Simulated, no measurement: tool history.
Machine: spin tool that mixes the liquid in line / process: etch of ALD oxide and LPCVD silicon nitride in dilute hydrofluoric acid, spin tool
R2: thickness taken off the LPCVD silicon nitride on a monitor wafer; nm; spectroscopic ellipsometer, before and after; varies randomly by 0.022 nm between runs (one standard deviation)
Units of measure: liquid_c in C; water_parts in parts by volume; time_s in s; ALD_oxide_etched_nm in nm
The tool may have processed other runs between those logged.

run 1 hour=0.0 | liquid_c=26.0 water_parts=85 time_s=30 | ALD_oxide_etched_nm=7.7152 R2=0.19005
run 2 hour=6.0 | liquid_c=26.0 water_parts=105 time_s=30 | ALD_oxide_etched_nm=6.1322 R2=0.13495
run 3 hour=6.9 | liquid_c=26.5 water_parts=105 time_s=30 | ALD_oxide_etched_nm=6.2456 R2=0.18856
run 4 hour=10.5 | liquid_c=26.5 water_parts=80 time_s=30 | ALD_oxide_etched_nm=8.3997 R2=0.26501
run 5 hour=11.8 | liquid_c=26.5 water_parts=50 time_s=30 | ALD_oxide_etched_nm=14.0040 R2=0.40537
run 6 hour=16.3 | liquid_c=25.0 water_parts=55 time_s=30 | ALD_oxide_etched_nm=11.9200 R2=0.34717
run 7 hour=24.3 | liquid_c=23.5 water_parts=60 time_s=30 | ALD_oxide_etched_nm=10.2920 R2=0.30500
run 8 hour=27.3 | liquid_c=22.5 water_parts=65 time_s=30 | ALD_oxide_etched_nm=9.0429 R2=0.21569
run 9 hour=33.3 | liquid_c=21.5 water_parts=65 time_s=30 | ALD_oxide_etched_nm=8.6832 R2=0.20311
run 10 hour=36.4 | liquid_c=21.0 water_parts=65 time_s=30 | ALD_oxide_etched_nm=8.5234 R2=0.13569
run 11 hour=39.3 | liquid_c=21.0 water_parts=70 time_s=30 | ALD_oxide_etched_nm=7.7822 R2=0.18622
run 12 hour=44.6 | liquid_c=20.5 water_parts=70 time_s=30 | ALD_oxide_etched_nm=7.6593 R2=0.18284
run 13 hour=48.4 | liquid_c=18.0 water_parts=75 time_s=30 | ALD_oxide_etched_nm=6.4033 R2=0.15324

What will run 14 give?
run 14 hour=50.4 | liquid_c=18.5 water_parts=75 time_s=30 | ALD_oxide_etched_nm=? R2=?

{"run 14": {"ALD_oxide_etched_nm": 6.5207, "R2": 0.10868}}
